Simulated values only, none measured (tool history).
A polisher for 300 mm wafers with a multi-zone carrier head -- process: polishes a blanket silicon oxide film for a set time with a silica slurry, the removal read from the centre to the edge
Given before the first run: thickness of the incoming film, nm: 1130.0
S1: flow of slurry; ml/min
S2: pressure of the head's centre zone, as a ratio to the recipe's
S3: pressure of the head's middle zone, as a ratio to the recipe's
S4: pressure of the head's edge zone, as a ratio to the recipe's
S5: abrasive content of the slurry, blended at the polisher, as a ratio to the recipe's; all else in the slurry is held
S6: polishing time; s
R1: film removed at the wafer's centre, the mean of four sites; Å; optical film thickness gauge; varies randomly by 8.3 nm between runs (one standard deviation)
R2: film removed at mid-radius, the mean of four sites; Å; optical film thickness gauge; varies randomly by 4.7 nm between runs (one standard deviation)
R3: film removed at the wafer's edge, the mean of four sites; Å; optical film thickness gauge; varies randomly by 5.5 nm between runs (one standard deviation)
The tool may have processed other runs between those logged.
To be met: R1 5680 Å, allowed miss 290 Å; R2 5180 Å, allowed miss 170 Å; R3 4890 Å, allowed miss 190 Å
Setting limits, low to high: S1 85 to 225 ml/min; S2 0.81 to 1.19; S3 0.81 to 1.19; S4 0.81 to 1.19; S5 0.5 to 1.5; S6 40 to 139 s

{"run": 1, "day": 0.0, "S1": 145, "S2": 1, "S3": 1, "S4": 1, "S5": 1, "S6": 89, "R1": 3331.9, "R2": 3251.1, "R3": 3357.7}
{"run": 2, "day": 0.025, "S1": 160, "S2": 1.05, "S3": 1.04, "S4": 1.03, "S5": 1.15, "S6": 91, "R1": 3927.4, "R2": 3738.8, "R3": 3771.5}
{"run": 3, "day": 0.204, "S1": 160, "S2": 1.05, "S3": 1.04, "S4": 1.03, "S5": 1.15, "S6": 107, "R1": 4534.2, "R2": 4387.9, "R3": 4421.3}
{"run": 4, "day": 0.296, "S1": 170, "S2": 1.09, "S3": 1.07, "S4": 1.04, "S5": 1.2, "S6": 107, "R1": 4964.2, "R2": 4645.8, "R3": 4557.1}
{"run": 5, "day": 0.567, "S1": 145, "S2": 1.09, "S3": 1.07, "S4": 1.04, "S5": 1.2, "S6": 107, "R1": 4836.1, "R2": 4544.3, "R3": 4533.8}
{"run": 6, "day": 0.721, "S1": 145, "S2": 1.17, "S3": 1.07, "S4": 1.04, "S5": 1.2, "S6": 107, "R1": 5125.5, "R2": 4519.7, "R3": 4586.1}
{"run": 7, "day": 0.812, "S1": 155, "S2": 1.18, "S3": 1.1, "S4": 1.05, "S5": 1.25, "S6": 107, "R1": 5377.8, "R2": 4746.4, "R3": 4693.4}
{"run": 8, "day": 1.167, "S1": 160, "S2": 1.18, "S3": 1.12, "S4": 1.06, "S5": 1.25, "S6": 107, "R1": 5358.7, "R2": 4746.7, "R3": 4662.6}

Of the 4 settings listed for the next run, only one would bring every result within its allowed miss of target. Which one?
{"run": "A", "day": 1.521, "S1": 165, "S2": 1.19, "S3": 1.16, "S4": 1.04, "S5": 1.1, "S6": 117, "R1": "?", "R2": "?", "R3": "?"}
{"run": "B", "day": 1.521, "S1": 205, "S2": 1.14, "S3": 1.02, "S4": 1.08, "S5": 1.25, "S6": 91, "R1": "?", "R2": "?", "R3": "?"}
{"run": "C", "day": 1.521, "S1": 160, "S2": 1.19, "S3": 1.06, "S4": 1.05, "S5": 1.3, "S6": 95, "R1": "?", "R2": "?", "R3": "?"}
{"run": "D", "day": 1.521, "S1": 140, "S2": 1.06, "S3": 1.19, "S4": 1.03, "S5": 1.25, "S6": 113, "R1": "?", "R2": "?", "R3": "?"}

move=A R1=5600.1 R2=5262.3 R3=4773.2
move=B R1=4581.1 R2=4015.2 R3=4111.2
move=C R1=4853 R2=4226.9 R3=4173.7
move=D R1=4912.4 R2=5326 R3=4740
A: in spec on every target
B: moves away from the targets compared with the last run
C: moves away from the targets compared with the last run
D: the worst result of the last run now meets its target, but another is out of spec
Move A is the one to make.
